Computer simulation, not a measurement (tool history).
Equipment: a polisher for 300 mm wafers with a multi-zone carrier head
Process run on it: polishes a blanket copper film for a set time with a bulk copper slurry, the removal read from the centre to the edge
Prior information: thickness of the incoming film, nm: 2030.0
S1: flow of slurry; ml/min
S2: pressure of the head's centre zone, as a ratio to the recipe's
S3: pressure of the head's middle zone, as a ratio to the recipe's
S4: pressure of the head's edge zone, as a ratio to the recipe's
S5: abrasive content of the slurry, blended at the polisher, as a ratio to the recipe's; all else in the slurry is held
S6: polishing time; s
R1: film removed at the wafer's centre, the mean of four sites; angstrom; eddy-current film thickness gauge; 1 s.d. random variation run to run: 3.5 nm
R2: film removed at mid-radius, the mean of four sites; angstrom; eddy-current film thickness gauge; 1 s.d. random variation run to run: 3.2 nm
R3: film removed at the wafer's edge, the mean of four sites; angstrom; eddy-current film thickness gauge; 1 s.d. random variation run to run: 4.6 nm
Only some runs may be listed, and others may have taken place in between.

| run | hour | S1 | S2 | S3 | S4 | S5 | S6 | R1 | R2 | R3 |
|---|---|---|---|---|---|---|---|---|---|---|
| 1 | 0.0 | 195 | 1.00 | 1.00 | 1.00 | 1.00 | 58 | 4907.9 | 4756.3 | 4874.8 |
| 2 | 5.3 | 195 | 1.03 | 1.00 | 1.00 | 1.00 | 58 | 5045.0 | 4823.1 | 4658.3 |
| 3 | 13.6 | 225 | 1.03 | 1.00 | 1.00 | 1.00 | 58 | 5066.3 | 4789.5 | 4874.5 |
| 4 | 16.3 | 200 | 1.03 | 1.00 | 1.00 | 1.00 | 58 | 5046.3 | 4779.9 | 4718.1 |
| 5 | 22.0 | 185 | 1.00 | 0.96 | 0.97 | 0.85 | 58 | 4678.7 | 4397.3 | 4460.0 |
| 6 | 26.6 | 185 | 1.00 | 1.04 | 0.97 | 0.85 | 58 | 4662.3 | 4767.5 | 4517.4 |

Run 7, settings as shown, results not yet in. Your forecast:
| 7 | 31.2 | 175 | 0.97 | 0.99 | 0.95 | 0.80 | 58 | ? | ? | ? |

{"run 7": {"R1": 4450.6, "R2": 4410.1, "R3": 4374.9}}

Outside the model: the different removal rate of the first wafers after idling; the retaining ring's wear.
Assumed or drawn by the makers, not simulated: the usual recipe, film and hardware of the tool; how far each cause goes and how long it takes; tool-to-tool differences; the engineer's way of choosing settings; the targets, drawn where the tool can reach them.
